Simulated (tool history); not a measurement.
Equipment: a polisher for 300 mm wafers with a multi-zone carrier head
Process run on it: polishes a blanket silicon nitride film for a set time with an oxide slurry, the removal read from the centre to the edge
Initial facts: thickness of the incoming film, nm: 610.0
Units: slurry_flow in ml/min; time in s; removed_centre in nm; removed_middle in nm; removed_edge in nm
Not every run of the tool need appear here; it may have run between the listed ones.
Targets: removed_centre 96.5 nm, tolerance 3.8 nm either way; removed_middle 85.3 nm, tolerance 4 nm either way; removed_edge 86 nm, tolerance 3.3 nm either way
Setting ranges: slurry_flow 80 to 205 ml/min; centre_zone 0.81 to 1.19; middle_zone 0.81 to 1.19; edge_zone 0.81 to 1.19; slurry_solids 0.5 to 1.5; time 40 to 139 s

run 1 hour=0 | slurry_flow=135 centre_zone=1 middle_zone=1 edge_zone=1 slurry_solids=1 time=89 | removed_centre=66.795 removed_middle=64.623 removed_edge=63.555
run 2 hour=7.3 | slurry_flow=135 centre_zone=1 middle_zone=1 edge_zone=1 slurry_solids=0.9 time=89 | removed_centre=60.714 removed_middle=59.872 removed_edge=58.988
run 3 hour=8.4 | slurry_flow=110 centre_zone=1 middle_zone=1 edge_zone=1 slurry_solids=0.9 time=89 | removed_centre=61.172 removed_middle=59.687 removed_edge=58.414
run 4 hour=11.8 | slurry_flow=110 centre_zone=1.01 middle_zone=1.01 edge_zone=1.02 slurry_solids=0.95 time=89 | removed_centre=61.188 removed_middle=62.777 removed_edge=60.413
run 5 hour=18.2 | slurry_flow=110 centre_zone=1.01 middle_zone=1.01 edge_zone=1.02 slurry_solids=0.8 time=89 | removed_centre=55.326 removed_middle=55.505 removed_edge=53.34
run 6 hour=19.9 | slurry_flow=110 centre_zone=1.01 middle_zone=1.08 edge_zone=1.02 slurry_solids=0.8 time=89 | removed_centre=55.72 removed_middle=57.76 removed_edge=53.671
run 7 hour=25.2 | slurry_flow=115 centre_zone=1.03 middle_zone=1.07 edge_zone=1.03 slurry_solids=0.85 time=89 | removed_centre=58.602 removed_middle=58.724 removed_edge=55.828
run 8 hour=29.9 | slurry_flow=120 centre_zone=1.04 middle_zone=1.07 edge_zone=1.03 slurry_solids=0.9 time=89 | removed_centre=62.709 removed_middle=62.879 removed_edge=59.935
run 9 hour=33.4 | slurry_flow=125 centre_zone=1.06 middle_zone=1.07 edge_zone=1.04 slurry_solids=0.95 time=89 | removed_centre=67.476 removed_middle=64.692 removed_edge=62.662
run 10 hour=40 | slurry_flow=160 centre_zone=1.12 middle_zone=1.13 edge_zone=1.14 slurry_solids=1.2 time=91 | removed_centre=87.752 removed_middle=81.9 removed_edge=78.245
run 11 hour=47.7 | slurry_flow=165 centre_zone=1.12 middle_zone=1.13 edge_zone=1.15 slurry_solids=1.2 time=91 | removed_centre=87.481 removed_middle=84.356 removed_edge=79.141
run 12 hour=52.6 | slurry_flow=165 centre_zone=1.12 middle_zone=1.12 edge_zone=1.16 slurry_solids=1.2 time=91 | removed_centre=86.708 removed_middle=84.242 removed_edge=80.052
run 13 hour=54.5 | slurry_flow=165 centre_zone=1.13 middle_zone=1.11 edge_zone=1.16 slurry_solids=1.2 time=91 | removed_centre=85.949 removed_middle=81.187 removed_edge=79.963

Exercise: of the 5 proposed moves below, exactly one satisfies all targets within the stated allowed misses. Which move is it?
run A hour=56.4 | slurry_flow=130 centre_zone=1.19 middle_zone=0.93 edge_zone=1.17 slurry_solids=1.3 time=96 | removed_centre=? removed_middle=? removed_edge=?
run B hour=56.4 | slurry_flow=145 centre_zone=0.95 middle_zone=1.08 edge_zone=1.17 slurry_solids=1.25 time=94 | removed_centre=? removed_middle=? removed_edge=?
run C hour=56.4 | slurry_flow=170 centre_zone=1.16 middle_zone=1.04 edge_zone=1.15 slurry_solids=1.25 time=97 | removed_centre=? removed_middle=? removed_edge=?
run D hour=56.4 | slurry_flow=175 centre_zone=1.18 middle_zone=1.04 edge_zone=1.19 slurry_solids=1.05 time=93 | removed_centre=? removed_middle=? removed_edge=?
run E hour=56.4 | slurry_flow=155 centre_zone=1.19 middle_zone=1.16 edge_zone=1.04 slurry_solids=1.35 time=96 | removed_centre=? removed_middle=? removed_edge=?

move=A removed_centre=96.221 removed_middle=75.067 removed_edge=85.431
move=B removed_centre=74.975 removed_middle=81.72 removed_edge=82.79
move=C removed_centre=96.765 removed_middle=83.578 removed_edge=85.938
move=D removed_centre=86.295 removed_middle=73.217 removed_edge=76.575
move=E removed_centre=100.62 removed_middle=91.983 removed_edge=83.009
A: corrects the largest miss of the last run, while another result sits out of spec
B: lands further from the targets than the last run did
C: all results in spec
D: lands further from the targets than the last run did
E: pushes the last run's worst result past its target
Go with C: it meets all targets.
